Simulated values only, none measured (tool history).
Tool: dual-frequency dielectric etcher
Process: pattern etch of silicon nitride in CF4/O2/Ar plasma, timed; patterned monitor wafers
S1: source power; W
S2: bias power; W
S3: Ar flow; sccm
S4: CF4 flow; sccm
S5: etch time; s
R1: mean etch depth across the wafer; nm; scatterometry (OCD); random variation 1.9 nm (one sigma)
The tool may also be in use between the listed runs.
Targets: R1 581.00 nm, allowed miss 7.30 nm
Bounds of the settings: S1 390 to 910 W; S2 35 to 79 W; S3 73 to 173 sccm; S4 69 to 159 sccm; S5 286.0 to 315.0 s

Run 1, hour 0.0: S1 650 W, S2 57 W, S3 123 sccm, S4 114 sccm, S5 315.0 s. Result: R1 734.51 nm.
Run 2, hour 3.3: S1 600 W, S2 57 W, S3 123 sccm, S4 114 sccm, S5 315.0 s. Result: R1 670.64 nm.
Run 3, hour 5.9: S1 570 W, S2 57 W, S3 123 sccm, S4 114 sccm, S5 315.0 s. Result: R1 633.31 nm.
Run 4, hour 8.4: S1 670 W, S2 57 W, S3 123 sccm, S4 114 sccm, S5 315.0 s. Result: R1 752.02 nm.
Run 5, hour 14.5: S1 670 W, S2 57 W, S3 123 sccm, S4 97 sccm, S5 315.0 s. Result: R1 742.79 nm.
Run 6, hour 22.8: S1 770 W, S2 57 W, S3 123 sccm, S4 97 sccm, S5 315.0 s. Result: R1 860.13 nm.
Run 7, hour 30.3: S1 690 W, S2 57 W, S3 123 sccm, S4 97 sccm, S5 315.0 s. Result: R1 764.08 nm.
Run 8, hour 36.9: S1 640 W, S2 57 W, S3 123 sccm, S4 97 sccm, S5 315.0 s. Result: R1 710.69 nm.
Run 9, hour 41.2: S1 600 W, S2 57 W, S3 123 sccm, S4 97 sccm, S5 315.0 s. Result: R1 659.54 nm.
Run 10, hour 47.3: S1 580 W, S2 57 W, S3 123 sccm, S4 97 sccm, S5 315.0 s. Result: R1 640.03 nm.
Run 11, hour 49.9: S1 560 W, S2 57 W, S3 123 sccm, S4 97 sccm, S5 315.0 s. Result: R1 612.81 nm.
Run 12, hour 55.7: S1 550 W, S2 57 W, S3 123 sccm, S4 97 sccm, S5 315.0 s. Result: R1 600.92 nm.
Run 13, hour 62.3: S1 540 W, S2 57 W, S3 123 sccm, S4 97 sccm, S5 315.0 s. Result: R1 590.47 nm.

5 next moves are on the table. One of them brings every result within its allowed miss. Which?
Run A, hour 68.9: S1 530 W, S2 62 W, S3 110 sccm, S4 103 sccm, S5 307.0 s. Result: R1 ?.
Run B, hour 68.9: S1 590 W, S2 50 W, S3 131 sccm, S4 84 sccm, S5 315.0 s. Result: R1 ?.
Run C, hour 68.9: S1 520 W, S2 67 W, S3 98 sccm, S4 102 sccm, S5 301.5 s. Result: R1 ?.
Run D, hour 68.9: S1 560 W, S2 57 W, S3 118 sccm, S4 84 sccm, S5 315.0 s. Result: R1 ?.
Run E, hour 68.9: S1 490 W, S2 70 W, S3 149 sccm, S4 121 sccm, S5 312.0 s. Result: R1 ?.

move      R1
   A  599.60
   B  599.27
   C  604.24
   D  612.28
   E  585.74
A: further off than the last run
B: further off than the last run
C: further off than the last run
D: further off than the last run
E: meets every target
Answer: E

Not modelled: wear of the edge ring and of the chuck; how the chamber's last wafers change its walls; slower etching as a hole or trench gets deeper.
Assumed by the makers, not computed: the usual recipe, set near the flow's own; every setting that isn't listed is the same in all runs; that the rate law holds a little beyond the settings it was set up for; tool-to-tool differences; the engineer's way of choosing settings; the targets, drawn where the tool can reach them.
